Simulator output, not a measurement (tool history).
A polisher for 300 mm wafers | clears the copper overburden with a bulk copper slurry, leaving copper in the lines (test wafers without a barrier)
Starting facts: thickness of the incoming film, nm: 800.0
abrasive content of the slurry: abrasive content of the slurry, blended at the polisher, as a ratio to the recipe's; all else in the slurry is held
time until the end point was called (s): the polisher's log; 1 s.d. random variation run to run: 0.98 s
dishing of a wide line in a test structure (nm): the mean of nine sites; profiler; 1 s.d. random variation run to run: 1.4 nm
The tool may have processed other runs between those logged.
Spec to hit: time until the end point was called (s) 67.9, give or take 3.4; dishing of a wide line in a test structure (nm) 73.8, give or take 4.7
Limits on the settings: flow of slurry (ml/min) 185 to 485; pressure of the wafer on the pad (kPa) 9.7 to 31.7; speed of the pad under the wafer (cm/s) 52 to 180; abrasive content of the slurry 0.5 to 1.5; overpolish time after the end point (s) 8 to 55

run	hour	flow of slurry (ml/min)	pressure of the wafer on the pad (kPa)	speed of the pad under the wafer (cm/s)	abrasive content of the slurry	overpolish time after the end point (s)	time until the end point was called (s)	dishing of a wide line in a test structure (nm)
1	0	310	20.7	116	1	28	84.364	103.72
2	1.7	315	19.3	128	1	24	81.803	95.899
3	4.2	375	19.3	128	1	24	80.297	95.112
4	7.4	325	19.3	128	1	24	83.153	97.685
# hour 14.5: slurry blender recalibrated
5	14.5	385	19.3	128	1	24	71.529	104.97
6	16.1	385	19.3	128	0.9	24	72.629	102.82
7	21.9	385	18.6	138	1	21	70.805	95.444
8	27.9	380	18.6	142	1.05	18	68.003	92.42
9	31.7	370	17.9	146	1.1	16	69.04	85.853
10	33	365	17.9	148	1.1	14	68.4	81.556
11	37.1	345	17.2	154	1.1	8	71.303	55.451
12	40.8	355	17.2	152	1.15	8	69.524	56.518

5 next moves are on the table. One of them brings every result within its allowed miss. Which?
A	44.5	345	15.9	160	1.4	12	?	?
B	44.5	365	17.2	124	1.1	20	?	?
C	44.5	425	17.2	142	1.25	10	?	?
D	44.5	355	21.4	110	1.1	10	?	?
E	44.5	445	14.5	160	1.25	14	?	?

move	time until the end point was called (s)	dishing of a wide line in a test structure (nm)
A	69.022	71.834
B	80.84	87.761
C	70.593	63.852
D	71.072	64.977
E	76.55	72.976
A: in spec on every target
B: carries the result that was furthest off beyond its target, to the other side
C: an improvement on the last run, though not all results are within tolerance
D: an improvement on the last run, though not all results are within tolerance
E: puts the biggest miss on target and leaves a different result outside tolerance
A meets every target.
